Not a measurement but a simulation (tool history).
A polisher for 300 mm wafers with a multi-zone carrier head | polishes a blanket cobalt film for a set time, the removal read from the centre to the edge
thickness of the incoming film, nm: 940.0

run	day	flow of slurry (ml/min)	pressure of the head's centre zone	pressure of the head's middle zone	pressure of the head's edge zone	polishing time (s)	film removed at the wafer's centre (angstrom)	film removed at mid-radius (angstrom)	film removed at the wafer's edge (angstrom)
1	0.000	265	1.00	1.00	1.00	61	1947.8	1897.6	1990.4
2	0.238	265	1.00	1.04	1.00	61	1945.1	1966.6	1961.2
3	0.288	265	1.00	1.02	0.99	59	1876.8	1910.4	1871.6
4	0.567	260	1.00	1.00	0.99	58	1804.3	1830.2	1806.0
5	0.904	260	1.00	1.00	1.02	58	1820.6	1817.4	1887.2
6	1.208	260	1.03	1.00	1.02	58	1896.5	1832.1	1870.5
7	1.529	260	1.03	0.98	1.02	57	1845.1	1751.1	1859.6

Run 8 comes next. What will it give?
8	1.742	255	1.03	0.96	1.01	56	?	?	?

{"run 8": {"film removed at the wafer's centre (angstrom)": 1815.7, "film removed at mid-radius (angstrom)": 1702.7, "film removed at the wafer's edge (angstrom)": 1822.3}}
